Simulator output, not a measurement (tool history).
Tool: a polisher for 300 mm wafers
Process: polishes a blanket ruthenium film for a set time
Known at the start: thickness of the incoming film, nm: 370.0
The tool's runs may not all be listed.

run  hour  flow of slurry (ml/min)  pressure of the wafer on the pad (kPa)  speed of the pad under the wafer (cm/s)  polishing time (s)  film removed (angstrom)
  1   0.0                      285                                    15.9                                      120                  54                   733.42
  2   3.4                      285                                    13.8                                      116                  54                   615.84
  3   5.7                      285                                    13.8                                      136                  54                   730.95
  4   9.0                      285                                    13.8                                      114                  54                   606.45
  5  14.1                      285                                    12.4                                      112                  54                   558.88
  6  22.8                      285                                    14.5                                      112                  54                   619.88
  7  27.3                      285                                    13.1                                      110                  54                   567.01
  8  33.9                      285                                    11.7                                      108                  54                   517.15

The next listed run, before its measurement:
  9  42.2                      285                                    11.0                                      106                  54                        ?

Run 9 gave film removed (angstrom) 477.72.
